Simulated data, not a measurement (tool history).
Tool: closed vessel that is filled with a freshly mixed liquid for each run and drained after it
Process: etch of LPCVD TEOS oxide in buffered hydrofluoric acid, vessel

run  hour  temperature setpoint of the liquid (C)  parts of 40 % ammonium fluoride to one part of 49 % hydrofluoric acid (parts by volume)  time in the liquid (s)  thickness taken off the LPCVD TEOS oxide on a monitor wafer (nm)
  1   0.0                                    23.0                                                                                       12                      30                                                            51.815
  2   2.5                                    24.0                                                                                       12                      30                                                            54.580
  3   3.8                                    24.0                                                                                       14                      30                                                            46.958
  4  12.7                                    25.5                                                                                       14                      30                                                            50.971
  5  17.0                                    25.5                                                                                       14                      30                                                            50.787
  6  21.4                                    25.5                                                                                       14                      30                                                            51.123
  7  29.8                                    26.5                                                                                       14                      30                                                            53.768
  8  37.7                                    27.0                                                                                       14                      30                                                            55.379

What does the tool deliver on the next run?
  9  41.8                                    27.5                                                                                       14                      30                                                                 ?

Run 9 gave thickness taken off the LPCVD TEOS oxide on a monitor wafer (nm) 57.105.

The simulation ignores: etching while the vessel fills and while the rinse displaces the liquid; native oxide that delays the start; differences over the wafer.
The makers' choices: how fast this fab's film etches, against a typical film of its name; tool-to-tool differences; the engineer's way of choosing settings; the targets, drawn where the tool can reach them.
